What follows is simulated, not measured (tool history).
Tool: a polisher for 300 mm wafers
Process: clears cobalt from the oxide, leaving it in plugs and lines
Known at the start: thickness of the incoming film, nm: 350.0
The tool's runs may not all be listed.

| run | hour | flow of slurry (ml/min) | pressure of the wafer on the pad (psi) | speed of the pad under the wafer (m/s) | overpolish time after the end point (s) | time until the end point was called (s) | dishing of a wide line in a test structure (Å) |
|---|---|---|---|---|---|---|---|
| 1 | 0.0 | 300 | 2.0 | 1.08 | 15 | 49.693 | 502.99 |
| 2 | 3.7 | 300 | 1.9 | 1.08 | 14 | 53.262 | 464.60 |
| 3 | 5.0 | 300 | 1.8 | 1.08 | 13 | 56.883 | 463.97 |
| 4 | 7.3 | 300 | 1.8 | 1.06 | 11 | 57.276 | 405.97 |
| 5 | 8.5 | 300 | 2.3 | 1.06 | 11 | 45.017 | 468.79 |
| 6 | 12.9 | 300 | 2.1 | 1.06 | 11 | 49.839 | 441.68 |
| 7 | 17.3 | 300 | 2.0 | 1.06 | 11 | 51.803 | 431.51 |

The next listed run, before its measurement:
| 8 | 25.2 | 300 | 1.4 | 1.02 | 9 | ? | ? |

time until the end point was called (s): 75.457
dishing of a wide line in a test structure (Å): 298.35
